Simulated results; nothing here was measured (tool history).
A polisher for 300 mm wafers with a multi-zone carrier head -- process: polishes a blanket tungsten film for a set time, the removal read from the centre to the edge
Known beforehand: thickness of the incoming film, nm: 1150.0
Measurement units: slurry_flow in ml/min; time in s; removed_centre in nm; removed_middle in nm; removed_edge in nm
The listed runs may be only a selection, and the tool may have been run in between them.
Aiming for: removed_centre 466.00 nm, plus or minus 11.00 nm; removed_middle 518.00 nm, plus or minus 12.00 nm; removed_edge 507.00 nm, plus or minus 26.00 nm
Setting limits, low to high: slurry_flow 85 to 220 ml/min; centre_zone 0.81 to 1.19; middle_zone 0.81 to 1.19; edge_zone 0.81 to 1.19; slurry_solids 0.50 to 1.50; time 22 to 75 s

{"run": 1, "hour": 0.0, "slurry_flow": 140, "centre_zone": 1.0, "middle_zone": 1.0, "edge_zone": 1.0, "slurry_solids": 1.0, "time": 48, "removed_centre": 397.23, "removed_middle": 396.78, "removed_edge": 390.45}
{"run": 2, "hour": 6.5, "slurry_flow": 155, "centre_zone": 0.99, "middle_zone": 1.03, "edge_zone": 1.05, "slurry_solids": 1.1, "time": 48, "removed_centre": 415.95, "removed_middle": 427.46, "removed_edge": 414.72}
{"run": 3, "hour": 15.2, "slurry_flow": 165, "centre_zone": 0.97, "middle_zone": 1.04, "edge_zone": 1.09, "slurry_solids": 1.2, "time": 48, "removed_centre": 421.68, "removed_middle": 445.2, "removed_edge": 444.47}
{"run": 4, "hour": 17.8, "slurry_flow": 175, "centre_zone": 0.97, "middle_zone": 1.06, "edge_zone": 1.11, "slurry_solids": 1.25, "time": 48, "removed_centre": 428.13, "removed_middle": 467.01, "removed_edge": 461.54}
{"run": 5, "hour": 21.6, "slurry_flow": 175, "centre_zone": 0.97, "middle_zone": 1.06, "edge_zone": 1.11, "slurry_solids": 1.25, "time": 59, "removed_centre": 520.34, "removed_middle": 558.07, "removed_edge": 560.2}
{"run": 6, "hour": 29.8, "slurry_flow": 160, "centre_zone": 0.96, "middle_zone": 1.06, "edge_zone": 1.1, "slurry_solids": 1.25, "time": 59, "removed_centre": 516.37, "removed_middle": 557.03, "removed_edge": 543.13}
{"run": 7, "hour": 32.3, "slurry_flow": 150, "centre_zone": 0.94, "middle_zone": 1.05, "edge_zone": 1.1, "slurry_solids": 1.25, "time": 59, "removed_centre": 502.49, "removed_middle": 547.8, "removed_edge": 552.78}
{"run": 8, "hour": 34.7, "slurry_flow": 150, "centre_zone": 0.94, "middle_zone": 1.05, "edge_zone": 1.1, "slurry_solids": 1.25, "time": 59, "removed_centre": 493.47, "removed_middle": 553.62, "removed_edge": 537.94}
{"run": 9, "hour": 39.6, "slurry_flow": 140, "centre_zone": 0.94, "middle_zone": 1.04, "edge_zone": 1.1, "slurry_solids": 1.25, "time": 59, "removed_centre": 497.05, "removed_middle": 534.08, "removed_edge": 538.86}
{"run": 10, "hour": 44.0, "slurry_flow": 140, "centre_zone": 0.94, "middle_zone": 1.04, "edge_zone": 1.1, "slurry_solids": 1.25, "time": 59, "removed_centre": 492.19, "removed_middle": 533.61, "removed_edge": 547.01}
{"run": 11, "hour": 46.6, "slurry_flow": 135, "centre_zone": 0.94, "middle_zone": 1.04, "edge_zone": 1.08, "slurry_solids": 1.25, "time": 59, "removed_centre": 476.72, "removed_middle": 531.23, "removed_edge": 527.92}
{"run": 12, "hour": 48.4, "slurry_flow": 130, "centre_zone": 0.94, "middle_zone": 1.04, "edge_zone": 1.07, "slurry_solids": 1.25, "time": 59, "removed_centre": 480.96, "removed_middle": 524.54, "removed_edge": 515.17}

5 candidate next runs follow, results not yet known. Just one meets every target within its allowed miss. Identify it.
{"run": "A", "hour": 50.2, "slurry_flow": 130, "centre_zone": 1.02, "middle_zone": 1.1, "edge_zone": 0.99, "slurry_solids": 1.3, "time": 57, "removed_centre": "?", "removed_middle": "?", "removed_edge": "?"}
{"run": "B", "hour": 50.2, "slurry_flow": 170, "centre_zone": 0.95, "middle_zone": 1.01, "edge_zone": 0.99, "slurry_solids": 1.3, "time": 55, "removed_centre": "?", "removed_middle": "?", "removed_edge": "?"}
{"run": "C", "hour": 50.2, "slurry_flow": 110, "centre_zone": 0.92, "middle_zone": 0.95, "edge_zone": 1.16, "slurry_solids": 1.25, "time": 64, "removed_centre": "?", "removed_middle": "?", "removed_edge": "?"}
{"run": "D", "hour": 50.2, "slurry_flow": 135, "centre_zone": 0.99, "middle_zone": 1.08, "edge_zone": 1.1, "slurry_solids": 1.2, "time": 58, "removed_centre": "?", "removed_middle": "?", "removed_edge": "?"}
{"run": "E", "hour": 50.2, "slurry_flow": 145, "centre_zone": 0.94, "middle_zone": 1.07, "edge_zone": 1.12, "slurry_solids": 1.05, "time": 59, "removed_centre": "?", "removed_middle": "?", "removed_edge": "?"}

move=A removed_centre=501.34 removed_middle=540.70 removed_edge=485.77
move=B removed_centre=482.76 removed_middle=515.37 removed_edge=488.51
move=C removed_centre=480.75 removed_middle=510.31 removed_edge=566.69
move=D removed_centre=489.59 removed_middle=534.02 removed_edge=511.72
move=E removed_centre=464.55 removed_middle=526.23 removed_edge=510.33
A: moves away from the targets compared with the last run
B: moves away from the targets compared with the last run
C: moves away from the targets compared with the last run
D: moves away from the targets compared with the last run
E: each result inside its tolerance
So the answer is move E, the one that meets all the targets.
